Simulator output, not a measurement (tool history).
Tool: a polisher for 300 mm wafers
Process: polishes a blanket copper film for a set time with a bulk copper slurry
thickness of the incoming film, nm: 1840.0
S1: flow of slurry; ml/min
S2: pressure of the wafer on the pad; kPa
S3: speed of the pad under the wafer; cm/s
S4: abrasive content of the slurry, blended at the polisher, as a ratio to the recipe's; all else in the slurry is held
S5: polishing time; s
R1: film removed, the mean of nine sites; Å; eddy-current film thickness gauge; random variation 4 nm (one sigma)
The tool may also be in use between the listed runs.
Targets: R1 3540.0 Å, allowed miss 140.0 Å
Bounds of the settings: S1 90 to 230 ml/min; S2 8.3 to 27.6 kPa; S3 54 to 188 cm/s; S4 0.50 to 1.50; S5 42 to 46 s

run	hour	S1	S2	S3	S4	S5	R1
1	0.0	150	17.9	120	1.00	46	4161.9
2	6.7	150	17.9	120	1.00	46	4119.0
3	11.0	150	17.9	146	1.00	46	4874.6
4	16.4	150	17.9	146	1.15	46	4950.5
# hour 17.9: slurry nozzle cleaned
5	17.9	125	17.9	146	1.15	46	4981.7
6	24.2	125	17.9	146	0.95	46	4862.1
7	30.5	125	16.5	146	0.95	46	4463.3
8	35.5	125	15.2	146	0.95	46	4152.9
9	40.1	125	14.5	146	0.95	46	3972.0
10	46.6	125	13.8	146	0.95	46	3746.4

Which of these 4 next moves meets every target?
A	53.1	110	14.5	152	1.10	45	?
B	53.1	90	17.2	122	1.05	46	?
C	53.1	160	12.4	174	0.75	46	?
D	53.1	100	15.9	138	0.95	42	?

move	R1
A	4058.1
B	3920.7
C	3997.1
D	3652.6
A: further off than the last run
B: further off than the last run
C: further off than the last run
D: meets every target
Move D is the one to make.

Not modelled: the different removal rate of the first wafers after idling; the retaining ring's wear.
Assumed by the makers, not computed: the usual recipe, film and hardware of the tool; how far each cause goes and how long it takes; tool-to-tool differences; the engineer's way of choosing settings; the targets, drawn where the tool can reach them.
